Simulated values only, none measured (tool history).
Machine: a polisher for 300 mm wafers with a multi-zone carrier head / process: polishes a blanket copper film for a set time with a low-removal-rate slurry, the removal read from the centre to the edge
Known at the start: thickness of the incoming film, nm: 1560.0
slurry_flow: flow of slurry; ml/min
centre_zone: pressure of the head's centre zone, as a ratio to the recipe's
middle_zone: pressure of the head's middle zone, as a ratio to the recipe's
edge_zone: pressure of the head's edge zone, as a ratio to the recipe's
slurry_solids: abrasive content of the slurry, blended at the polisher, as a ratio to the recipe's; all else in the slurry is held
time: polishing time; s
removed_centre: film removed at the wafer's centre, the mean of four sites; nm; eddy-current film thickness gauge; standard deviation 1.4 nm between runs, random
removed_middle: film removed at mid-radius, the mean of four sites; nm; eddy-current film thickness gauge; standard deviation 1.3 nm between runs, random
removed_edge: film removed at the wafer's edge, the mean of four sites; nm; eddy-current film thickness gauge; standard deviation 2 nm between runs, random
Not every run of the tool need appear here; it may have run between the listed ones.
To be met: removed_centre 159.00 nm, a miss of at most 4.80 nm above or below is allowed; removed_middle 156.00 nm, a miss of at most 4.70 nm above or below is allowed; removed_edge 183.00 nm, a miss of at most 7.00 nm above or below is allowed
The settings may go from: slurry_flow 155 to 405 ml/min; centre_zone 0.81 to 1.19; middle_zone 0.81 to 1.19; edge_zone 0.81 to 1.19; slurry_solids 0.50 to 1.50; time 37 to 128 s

| run | hour | slurry_flow | centre_zone | middle_zone | edge_zone | slurry_solids | time | removed_centre | removed_middle | removed_edge |
|---|---|---|---|---|---|---|---|---|---|---|
| 1 | 0.0 | 260 | 1.00 | 1.00 | 1.00 | 1.00 | 82 | 240.87 | 240.05 | 246.27 |
| 2 | 1.9 | 260 | 1.00 | 1.05 | 1.00 | 1.00 | 82 | 236.95 | 249.12 | 243.34 |
| 3 | 3.8 | 260 | 1.00 | 1.05 | 1.00 | 1.00 | 89 | 256.36 | 268.30 | 267.12 |
| 4 | 10.6 | 250 | 0.98 | 1.01 | 1.00 | 0.90 | 85 | 236.27 | 242.85 | 248.42 |
| 5 | 15.5 | 250 | 0.98 | 1.01 | 1.00 | 1.05 | 85 | 243.95 | 250.86 | 258.82 |
| 6 | 20.9 | 250 | 1.03 | 1.01 | 1.00 | 1.05 | 85 | 255.58 | 254.51 | 257.00 |
| 7 | 23.2 | 245 | 0.99 | 0.98 | 0.99 | 0.95 | 82 | 234.94 | 231.27 | 244.01 |
| 8 | 28.2 | 240 | 0.96 | 0.96 | 0.98 | 0.85 | 79 | 213.25 | 214.60 | 226.06 |
| 9 | 30.1 | 235 | 0.94 | 0.93 | 0.98 | 0.80 | 77 | 198.50 | 199.15 | 215.44 |
| 10 | 34.4 | 195 | 0.86 | 0.83 | 0.93 | 0.55 | 74 | 166.23 | 163.57 | 190.37 |

Which single option among these 5 for the next run brings every result within its allowed miss of target? Just one does.
| A | 38.7 | 160 | 0.88 | 0.82 | 0.94 | 0.50 | 73 | ? | ? | ? |
| B | 38.7 | 185 | 0.90 | 0.81 | 0.92 | 0.55 | 76 | ? | ? | ? |
| C | 38.7 | 200 | 0.85 | 0.95 | 0.85 | 0.55 | 71 | ? | ? | ? |
| D | 38.7 | 170 | 0.89 | 0.92 | 0.92 | 0.60 | 75 | ? | ? | ? |
| E | 38.7 | 195 | 0.84 | 0.87 | 0.92 | 0.70 | 74 | ? | ? | ? |

| move | removed_centre | removed_middle | removed_edge |
|---|---|---|---|
| A | 160.96 | 156.16 | 182.74 |
| B | 176.05 | 165.22 | 192.99 |
| C | 156.34 | 175.76 | 175.09 |
| D | 173.27 | 181.53 | 192.10 |
| E | 167.32 | 177.79 | 196.15 |
A: every result within its allowed miss
B: lands further from the targets than the last run did
C: lands further from the targets than the last run did
D: lands further from the targets than the last run did
E: lands further from the targets than the last run did
Move A is the one to make.
